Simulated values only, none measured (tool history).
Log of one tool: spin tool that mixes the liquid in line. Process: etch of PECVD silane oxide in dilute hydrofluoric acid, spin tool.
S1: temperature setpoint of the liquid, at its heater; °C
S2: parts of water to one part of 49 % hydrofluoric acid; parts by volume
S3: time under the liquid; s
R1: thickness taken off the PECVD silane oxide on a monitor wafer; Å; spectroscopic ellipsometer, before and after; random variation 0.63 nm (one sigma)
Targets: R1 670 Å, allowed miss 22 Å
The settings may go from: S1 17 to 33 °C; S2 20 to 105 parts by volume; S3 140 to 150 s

run,hour,S1,S2,S3,R1
1,0,25,55,140,534.52
2,6,25,35,140,845.26
3,10.6,25,20,140,1533.4
4,18.1,25,20,140,1537.7
5,22.7,25,20,140,1515.2
6,26.7,25,20,140,1525.9
7,35.1,23,25,140,1108.9
8,38.5,21.5,25,140,1027.8
9,39.7,17.5,40,140,537.5
10,41.6,18.5,40,140,561.34

5 next moves are on the table. One of them brings every result within its allowed miss. Which?
A,43.5,17.5,35,140,?
B,43.5,19.5,50,140,?
C,43.5,18,35,140,?
D,43.5,17,35,140,?
E,43.5,18.5,35,145,?

move,R1
A,626.34
B,469.75
C,640.17
D,612.77
E,677.61
A: nearer than the last run, and not there yet
B: further off than the last run
C: nearer than the last run, and not there yet
D: nearer than the last run, and not there yet
E: meets every target
Move E is the one to make.

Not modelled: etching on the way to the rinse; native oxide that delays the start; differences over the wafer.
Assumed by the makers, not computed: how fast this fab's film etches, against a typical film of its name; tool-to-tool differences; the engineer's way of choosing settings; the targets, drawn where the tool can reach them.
